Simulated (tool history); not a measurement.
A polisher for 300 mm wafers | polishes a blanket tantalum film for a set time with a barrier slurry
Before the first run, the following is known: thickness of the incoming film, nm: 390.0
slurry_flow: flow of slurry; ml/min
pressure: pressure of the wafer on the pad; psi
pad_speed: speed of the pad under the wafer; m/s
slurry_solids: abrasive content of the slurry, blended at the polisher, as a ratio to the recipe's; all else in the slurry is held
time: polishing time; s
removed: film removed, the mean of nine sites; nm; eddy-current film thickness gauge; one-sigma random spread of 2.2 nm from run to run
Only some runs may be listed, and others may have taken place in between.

run	day	slurry_flow	pressure	pad_speed	slurry_solids	time	removed
1	0	255	2.3	1.28	1	75	175.76
2	0.075	260	2.5	1.28	1	75	190.14
3	0.388	260	2.5	1.28	0.9	75	179.9
4	0.417	260	2.9	1.28	0.9	75	202.85
5	0.575	265	3	1.32	0.9	75	219.43
6	0.704	265	3	1.32	0.9	78	227.82

What will run 7 give?
7	0.783	265	3.1	1.34	0.9	78	?

removed: 238.68 nm
